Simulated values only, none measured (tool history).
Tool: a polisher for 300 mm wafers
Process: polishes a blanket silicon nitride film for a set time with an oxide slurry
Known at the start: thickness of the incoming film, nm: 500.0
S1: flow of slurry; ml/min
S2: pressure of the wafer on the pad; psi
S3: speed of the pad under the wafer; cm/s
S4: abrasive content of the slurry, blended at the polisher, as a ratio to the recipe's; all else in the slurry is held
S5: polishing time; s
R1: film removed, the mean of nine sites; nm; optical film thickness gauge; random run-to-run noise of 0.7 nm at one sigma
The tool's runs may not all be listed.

run    day   S1   S2   S3   S4   S5      R1
  1  0.000  205  4.0  136  1.0  110  80.702
  2  0.112  205  4.0  136  1.2  110  90.430
  3  0.175  205  3.4  134  1.2  110  77.698
  4  0.317  205  4.2  134  1.2  110  91.584
  5  0.546  205  3.5  132  1.2  110  79.390
  6  0.596  205  3.5  132  1.2  115  81.257
  7  0.912  205  3.0  130  1.2  115  72.088

What will run 8 give?
  8  0.971  205  2.6  128  1.2  115   ?

R1: 61.840 nm

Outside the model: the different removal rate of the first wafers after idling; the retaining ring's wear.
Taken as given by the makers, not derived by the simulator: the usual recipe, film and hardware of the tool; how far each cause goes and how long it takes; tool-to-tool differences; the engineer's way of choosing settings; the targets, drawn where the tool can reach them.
